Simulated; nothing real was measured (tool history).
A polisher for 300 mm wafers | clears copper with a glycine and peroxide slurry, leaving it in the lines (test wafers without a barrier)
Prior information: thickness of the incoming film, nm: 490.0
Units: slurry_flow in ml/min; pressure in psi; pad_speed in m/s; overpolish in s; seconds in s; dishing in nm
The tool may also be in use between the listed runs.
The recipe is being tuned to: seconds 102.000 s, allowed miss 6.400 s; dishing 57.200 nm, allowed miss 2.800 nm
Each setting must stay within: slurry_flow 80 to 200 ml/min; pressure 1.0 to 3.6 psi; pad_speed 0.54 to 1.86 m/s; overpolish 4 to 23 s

run  hour  slurry_flow  pressure  pad_speed  overpolish  seconds  dishing
  1   0.0          130       2.3       1.18          12  109.870   38.122
  2   6.8          100       2.3       1.18          12  111.160   35.193
  3  11.1          100       2.5       1.18          12  107.000   38.536
  4  18.4          100       2.5       1.18           9  106.260   30.510
  5  22.0          100       2.6       1.16          10  104.800   32.806
  6  24.6          100       2.3       1.16          10  117.330   30.041
  7  33.6          100       2.3       1.16          11  116.160   33.111
  8  34.6          100       2.3       1.16          12  116.960   35.936
  9  35.8          100       2.4       1.16          13  114.560   41.170
 10  38.4          100       2.5       1.16          13  103.970   41.217
 11  41.8          100       2.5       1.16          14  106.780   43.556
 12  44.6          110       2.5       1.16          16  106.350   50.315

Next run, 4 choices. One meets every target within its allowed miss, the rest don't. Which?
  A  47.4          115       2.7       1.24          18        ?        ?
  B  47.4           85       2.0       1.64          19        ?        ?
  C  47.4           95       2.7       1.46          13        ?        ?
  D  47.4          115       2.8       1.32          17        ?        ?

move  seconds  dishing
   A   90.715   61.337
   B  100.950   57.431
   C   83.120   50.605
   D   83.353   62.644
A: takes the biggest miss from the last run beyond its target
B: hits every target within its allowed miss
C: its largest miss is bigger than the last run's
D: takes the biggest miss from the last run beyond its target
B meets every target.
